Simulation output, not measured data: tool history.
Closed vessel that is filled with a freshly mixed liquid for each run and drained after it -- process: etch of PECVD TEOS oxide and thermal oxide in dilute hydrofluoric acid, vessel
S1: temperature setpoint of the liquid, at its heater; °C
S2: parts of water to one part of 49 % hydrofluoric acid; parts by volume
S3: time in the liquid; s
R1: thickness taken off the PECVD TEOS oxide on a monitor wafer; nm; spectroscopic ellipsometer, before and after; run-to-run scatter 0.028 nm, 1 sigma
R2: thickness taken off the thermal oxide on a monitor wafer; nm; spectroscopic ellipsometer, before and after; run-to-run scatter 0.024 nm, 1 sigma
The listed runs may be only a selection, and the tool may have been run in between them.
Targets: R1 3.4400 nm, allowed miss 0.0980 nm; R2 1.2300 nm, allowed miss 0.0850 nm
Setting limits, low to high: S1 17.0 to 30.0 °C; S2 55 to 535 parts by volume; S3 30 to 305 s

run  hour    S1   S2   S3      R1      R2
  1   0.0  22.0  295  155  5.0903  1.8069
  2   7.5  22.0  230  155  6.9068  2.4448
  3  16.3  21.0  255  155  5.8358  2.1436
  4  23.5  21.0  305  155  4.7058  1.6354
  5  29.4  20.0  310  155  4.3917  1.6062
  6  36.3  18.5  310  155  4.1897  1.4901
  7  44.8  18.0  315  155  3.9827  1.4287
  8  50.1  18.0  315  155  3.9931  1.4589

Pick the move, out of 5, that brings all results within their allowed miss; only one does.
  A  55.4  30.0  495  175   ?   ?
  B  55.4  17.5  295  165   ?   ?
  C  55.4  17.0  285  120   ?   ?
  D  55.4  19.5  320  175   ?   ?
  E  55.4  18.5  270  145   ?   ?

move      R1      R2
   A  3.6212  1.3294
   B  4.5266  1.6618
   C  3.3720  1.2379
   D  4.6650  1.7126
   E  4.6124  1.6933
A: nearer than the last run, and not there yet
B: its largest miss is bigger than the last run's
C: hits every target within its allowed miss
D: its largest miss is bigger than the last run's
E: its largest miss is bigger than the last run's
The move that meets every target is C.

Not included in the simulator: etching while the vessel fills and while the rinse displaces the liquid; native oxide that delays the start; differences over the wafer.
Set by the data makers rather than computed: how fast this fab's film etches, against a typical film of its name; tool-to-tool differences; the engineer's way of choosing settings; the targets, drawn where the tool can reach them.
